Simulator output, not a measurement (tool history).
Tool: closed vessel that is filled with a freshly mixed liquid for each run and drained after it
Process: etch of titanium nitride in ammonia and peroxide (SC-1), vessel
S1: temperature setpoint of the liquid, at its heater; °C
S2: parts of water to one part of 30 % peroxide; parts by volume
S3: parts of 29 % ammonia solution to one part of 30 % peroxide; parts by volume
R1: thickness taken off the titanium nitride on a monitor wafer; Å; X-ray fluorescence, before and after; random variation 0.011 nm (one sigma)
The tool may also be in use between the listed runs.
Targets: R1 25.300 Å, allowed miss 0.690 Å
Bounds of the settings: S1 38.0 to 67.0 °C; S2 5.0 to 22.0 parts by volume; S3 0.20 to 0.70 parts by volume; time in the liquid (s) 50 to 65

Run 1, hour 0.0: S1 51.0 °C, S2 12.5 parts by volume, S3 0.40 parts by volume, time in the liquid (s) 65. Result: R1 33.958 Å.
Run 2, hour 6.1: S1 50.5 °C, S2 12.5 parts by volume, S3 0.40 parts by volume, time in the liquid (s) 65. Result: R1 32.732 Å.
Run 3, hour 12.8: S1 50.5 °C, S2 15.0 parts by volume, S3 0.40 parts by volume, time in the liquid (s) 65. Result: R1 29.746 Å.
Run 4, hour 21.8: S1 50.0 °C, S2 15.0 parts by volume, S3 0.40 parts by volume, time in the liquid (s) 65. Result: R1 28.669 Å.
Run 5, hour 24.9: S1 43.0 °C, S2 15.0 parts by volume, S3 0.40 parts by volume, time in the liquid (s) 65. Result: R1 17.220 Å.
Run 6, hour 26.1: S1 43.0 °C, S2 15.0 parts by volume, S3 0.35 parts by volume, time in the liquid (s) 65. Result: R1 17.114 Å.
Run 7, hour 31.2: S1 44.0 °C, S2 15.0 parts by volume, S3 0.35 parts by volume, time in the liquid (s) 65. Result: R1 18.366 Å.
Run 8, hour 32.3: S1 44.5 °C, S2 15.0 parts by volume, S3 0.35 parts by volume, time in the liquid (s) 65. Result: R1 18.915 Å.
Run 9, hour 38.7: S1 49.5 °C, S2 15.0 parts by volume, S3 0.35 parts by volume, time in the liquid (s) 65. Result: R1 27.131 Å.
At hour 40.7: ammonia flow meter replaced.
Run 10, hour 40.7: S1 49.0 °C, S2 15.0 parts by volume, S3 0.35 parts by volume, time in the liquid (s) 65. Result: R1 26.459 Å.

4 next moves are on the table. One of them brings every result within its allowed miss. Which?
Run A, hour 42.7: S1 49.0 °C, S2 14.0 parts by volume, S3 0.35 parts by volume, time in the liquid (s) 65. Result: R1 ?.
Run B, hour 42.7: S1 47.5 °C, S2 14.0 parts by volume, S3 0.40 parts by volume, time in the liquid (s) 65. Result: R1 ?.
Run C, hour 42.7: S1 45.5 °C, S2 10.5 parts by volume, S3 0.55 parts by volume, time in the liquid (s) 65. Result: R1 ?.
Run D, hour 42.7: S1 49.5 °C, S2 13.0 parts by volume, S3 0.35 parts by volume, time in the liquid (s) 60. Result: R1 ?.

move      R1
   A  27.470
   B  25.335
   C  27.130
   D  27.343
A: further off than the last run
B: meets every target
C: further off than the last run
D: further off than the last run
Answer: B

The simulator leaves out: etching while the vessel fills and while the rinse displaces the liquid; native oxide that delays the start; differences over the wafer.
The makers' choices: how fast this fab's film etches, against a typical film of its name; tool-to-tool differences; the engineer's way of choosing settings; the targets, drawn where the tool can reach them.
